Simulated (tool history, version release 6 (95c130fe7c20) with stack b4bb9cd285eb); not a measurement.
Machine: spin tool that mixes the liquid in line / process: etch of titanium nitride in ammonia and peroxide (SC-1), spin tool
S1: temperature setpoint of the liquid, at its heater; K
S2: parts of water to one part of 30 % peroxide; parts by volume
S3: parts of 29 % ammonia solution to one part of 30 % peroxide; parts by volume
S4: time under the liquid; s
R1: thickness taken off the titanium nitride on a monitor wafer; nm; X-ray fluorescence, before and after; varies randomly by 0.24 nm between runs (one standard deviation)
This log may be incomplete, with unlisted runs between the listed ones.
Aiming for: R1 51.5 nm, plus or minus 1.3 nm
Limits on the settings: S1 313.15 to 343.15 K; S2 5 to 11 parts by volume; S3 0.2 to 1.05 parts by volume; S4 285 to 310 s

{"run": 1, "hour": 0.0, "S1": 329.15, "S2": 6, "S3": 0.55, "S4": 285, "R1": 28.781}
{"run": 2, "hour": 8.3, "S1": 329.15, "S2": 6, "S3": 0.45, "S4": 285, "R1": 27.778}
{"run": 3, "hour": 15.8, "S1": 325.15, "S2": 6, "S3": 0.45, "S4": 285, "R1": 21.34}
{"run": 4, "hour": 20.9, "S1": 328.15, "S2": 6, "S3": 0.45, "S4": 285, "R1": 26.266}
{"run": 5, "hour": 24.7, "S1": 328.15, "S2": 6, "S3": 0.3, "S4": 285, "R1": 24.313}
{"run": 6, "hour": 30.9, "S1": 330.65, "S2": 6, "S3": 0.3, "S4": 285, "R1": 28.67}
{"run": 7, "hour": 34.9, "S1": 332.65, "S2": 6, "S3": 0.3, "S4": 285, "R1": 32.829}
{"run": 8, "hour": 36.3, "S1": 334.15, "S2": 6, "S3": 0.3, "S4": 285, "R1": 36.178}
{"run": 9, "hour": 39.1, "S1": 335.15, "S2": 6, "S3": 0.3, "S4": 285, "R1": 38.805}
{"run": 10, "hour": 40.4, "S1": 335.15, "S2": 6, "S3": 0.3, "S4": 285, "R1": 38.584}
{"run": 11, "hour": 49.1, "S1": 336.15, "S2": 6, "S3": 0.3, "S4": 285, "R1": 41.377}
{"run": 12, "hour": 57.6, "S1": 336.65, "S2": 6, "S3": 0.3, "S4": 285, "R1": 43.049}
{"run": 13, "hour": 65.2, "S1": 337.15, "S2": 6, "S3": 0.3, "S4": 285, "R1": 44.078}
{"run": 14, "hour": 72.7, "S1": 337.65, "S2": 6, "S3": 0.3, "S4": 285, "R1": 44.899}
{"run": 15, "hour": 75.8, "S1": 338.15, "S2": 6, "S3": 0.3, "S4": 285, "R1": 47.07}
{"run": 16, "hour": 79.5, "S1": 338.65, "S2": 6, "S3": 0.3, "S4": 285, "R1": 48.112}

Next run, 4 choices. One meets every target within its allowed miss, the rest don't. Which?
{"run": "A", "hour": 83.2, "S1": 340.15, "S2": 5, "S3": 0.25, "S4": 285, "R1": "?"}
{"run": "B", "hour": 83.2, "S1": 337.15, "S2": 6.5, "S3": 0.55, "S4": 310, "R1": "?"}
{"run": "C", "hour": 83.2, "S1": 337.15, "S2": 7.5, "S3": 0.55, "S4": 305, "R1": "?"}
{"run": "D", "hour": 83.2, "S1": 338.65, "S2": 7, "S3": 0.35, "S4": 295, "R1": "?"}

move=A R1=56.133
move=B R1=50.853
move=C R1=46.618
move=D R1=47.515
A: moves the result that the last run missed by most past its target, out the other side
B: every result within its allowed miss
C: the biggest miss grows against the last run
D: the biggest miss grows against the last run
The move that meets every target is B.

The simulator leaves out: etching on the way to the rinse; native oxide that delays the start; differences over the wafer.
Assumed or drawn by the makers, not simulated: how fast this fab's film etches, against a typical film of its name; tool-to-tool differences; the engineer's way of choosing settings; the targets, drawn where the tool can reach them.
